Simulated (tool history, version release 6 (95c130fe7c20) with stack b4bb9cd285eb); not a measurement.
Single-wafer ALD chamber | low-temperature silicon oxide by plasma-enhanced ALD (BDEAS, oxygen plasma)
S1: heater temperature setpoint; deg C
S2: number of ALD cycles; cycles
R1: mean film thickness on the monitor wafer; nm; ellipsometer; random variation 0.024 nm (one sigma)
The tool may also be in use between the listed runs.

run 1 hour=0 | S1=120 S2=54 | R1=7.7018
run 2 hour=8.3 | S1=121 S2=53 | R1=7.6158
run 3 hour=16.1 | S1=122 S2=52 | R1=7.3603
run 4 hour=22.1 | S1=124 S2=52 | R1=7.3779
run 5 hour=28.6 | S1=125 S2=51 | R1=7.2182
run 6 hour=29.5 | S1=126 S2=51 | R1=7.1794
run 7 hour=35.9 | S1=128 S2=51 | R1=7.1951
run 8 hour=39.2 | S1=129 S2=51 | R1=7.1071
-- hour=44.7 thermocouple changed; heater temperature recalibrated
run 9 hour=44.7 | S1=130 S2=51 | R1=7.0865
run 10 hour=50.1 | S1=131 S2=51 | R1=7.1032
run 11 hour=53.8 | S1=132 S2=51 | R1=7.0618
run 12 hour=62.1 | S1=133 S2=51 | R1=7.035

The next listed run, before its measurement:
run 13 hour=64.5 | S1=134 S2=51 | R1=?

{"run 13": {"R1": 7.0363}}

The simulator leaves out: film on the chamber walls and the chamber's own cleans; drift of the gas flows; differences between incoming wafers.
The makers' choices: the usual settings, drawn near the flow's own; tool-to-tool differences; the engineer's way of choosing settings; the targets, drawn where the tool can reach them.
